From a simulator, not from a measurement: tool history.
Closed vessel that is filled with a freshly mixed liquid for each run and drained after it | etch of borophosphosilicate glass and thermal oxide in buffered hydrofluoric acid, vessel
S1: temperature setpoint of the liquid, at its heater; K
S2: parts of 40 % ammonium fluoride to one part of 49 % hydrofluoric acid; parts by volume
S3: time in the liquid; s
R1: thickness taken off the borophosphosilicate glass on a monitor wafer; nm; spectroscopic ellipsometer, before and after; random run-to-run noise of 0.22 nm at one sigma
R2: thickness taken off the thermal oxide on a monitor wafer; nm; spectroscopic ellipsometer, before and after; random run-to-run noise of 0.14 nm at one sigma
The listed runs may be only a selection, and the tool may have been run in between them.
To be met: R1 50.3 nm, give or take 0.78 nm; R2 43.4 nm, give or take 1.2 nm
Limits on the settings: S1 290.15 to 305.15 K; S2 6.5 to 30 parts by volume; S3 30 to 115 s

run,hour,S1,S2,S3,R1,R2
1,0,297.15,18.5,60,44.38,38.512
2,0.8,297.15,18.5,70,51.448,44.788
3,5.8,297.15,18.5,55,40.389,35.321
4,7.2,298.15,18.5,55,42.591,37.164
5,9.2,298.15,18.5,40,31.152,26.976
6,18,300.15,17.5,40,36.5,32.001
7,21.9,301.65,17,40,40.722,35.54
8,22.6,302.65,17,40,43.104,37.226
9,23.4,303.65,17,40,45.312,39.261
10,24.5,304.15,17,40,46.697,40.609
11,32.3,304.65,17,40,47.619,41.688

Of the 4 settings listed for the next run, only one would bring every result within its allowed miss of target. Which one?
A,40.1,300.65,9.5,30,?,?
B,40.1,295.65,8,30,?,?
C,40.1,300.65,20.5,60,?,?
D,40.1,291.65,6.5,30,?,?

move,R1,R2
A,50.365,43.93
B,45.383,39.393
C,48.461,42.422
D,45.039,38.836
A: each result inside its tolerance
B: its largest miss is bigger than the last run's
C: closes in on the targets versus the last run, not all within tolerance yet
D: its largest miss is bigger than the last run's
Correct choice: A, which meets every target
